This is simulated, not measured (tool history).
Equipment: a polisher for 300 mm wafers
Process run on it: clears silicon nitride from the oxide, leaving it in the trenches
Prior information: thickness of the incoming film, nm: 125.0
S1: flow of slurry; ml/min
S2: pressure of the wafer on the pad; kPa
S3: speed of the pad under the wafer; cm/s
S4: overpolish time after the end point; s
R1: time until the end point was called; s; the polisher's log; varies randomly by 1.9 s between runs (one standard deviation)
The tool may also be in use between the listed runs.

run 1 hour=0.0 | S1=125 S2=13.1 S3=126 S4=46 | R1=184.88
run 2 hour=7.0 | S1=125 S2=14.5 S3=128 S4=46 | R1=173.54
run 3 hour=12.3 | S1=125 S2=14.5 S3=158 S4=46 | R1=141.31
run 4 hour=19.4 | S1=105 S2=14.5 S3=158 S4=46 | R1=143.39
run 5 hour=22.8 | S1=105 S2=14.5 S3=134 S4=46 | R1=169.23
run 6 hour=28.2 | S1=80 S2=14.5 S3=134 S4=46 | R1=184.67
run 7 hour=36.7 | S1=90 S2=15.9 S3=136 S4=46 | R1=153.75
-- hour=41.3 worn pad replaced by a new one
run 8 hour=41.3 | S1=95 S2=16.5 S3=136 S4=46 | R1=131.51
run 9 hour=45.4 | S1=100 S2=16.5 S3=136 S4=46 | R1=130.29
run 10 hour=49.9 | S1=105 S2=16.5 S3=136 S4=46 | R1=127.10
run 11 hour=58.7 | S1=110 S2=16.5 S3=136 S4=46 | R1=125.94
run 12 hour=62.0 | S1=115 S2=16.5 S3=136 S4=46 | R1=126.09
run 13 hour=64.0 | S1=120 S2=16.5 S3=136 S4=46 | R1=124.79
run 14 hour=71.5 | S1=125 S2=16.5 S3=136 S4=46 | R1=124.54
run 15 hour=78.5 | S1=130 S2=16.5 S3=136 S4=46 | R1=120.92

Run 16 has not been measured yet. What should we expect?
run 16 hour=82.7 | S1=135 S2=16.5 S3=136 S4=46 | R1=?

{"run 16": {"R1": 124.07}}
